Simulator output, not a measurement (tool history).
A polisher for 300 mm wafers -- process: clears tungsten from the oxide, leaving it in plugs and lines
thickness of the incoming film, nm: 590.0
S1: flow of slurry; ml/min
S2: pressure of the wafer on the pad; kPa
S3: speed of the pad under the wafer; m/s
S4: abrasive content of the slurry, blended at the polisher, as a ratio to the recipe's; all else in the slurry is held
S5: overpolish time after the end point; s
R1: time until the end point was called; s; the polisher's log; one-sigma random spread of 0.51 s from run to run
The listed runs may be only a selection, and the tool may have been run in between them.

| run | hour | S1 | S2 | S3 | S4 | S5 | R1 |
|---|---|---|---|---|---|---|---|
| 1 | 0 | 280 | 22.8 | 1.4 | 1 | 27 | 85.042 |
| 2 | 2.7 | 280 | 24.8 | 1.4 | 1 | 27 | 78.801 |
| 3 | 5.5 | 280 | 24.8 | 1.06 | 1 | 27 | 101.55 |
| 4 | 11.1 | 280 | 26.9 | 1.12 | 1 | 27 | 90.469 |
| 5 | 17 | 280 | 28.3 | 1.18 | 1 | 27 | 83.838 |
| 6 | 20.4 | 280 | 29.6 | 1.26 | 1 | 27 | 75.56 |
| 7 | 28.5 | 280 | 29.6 | 1.26 | 1 | 27 | 74.886 |
| 8 | 34.9 | 280 | 31 | 1.32 | 1 | 27 | 68.212 |

What does the tool deliver on the next run?
| 9 | 41.6 | 280 | 31.7 | 1.36 | 1 | 27 | ? |

R1: 65.847 s
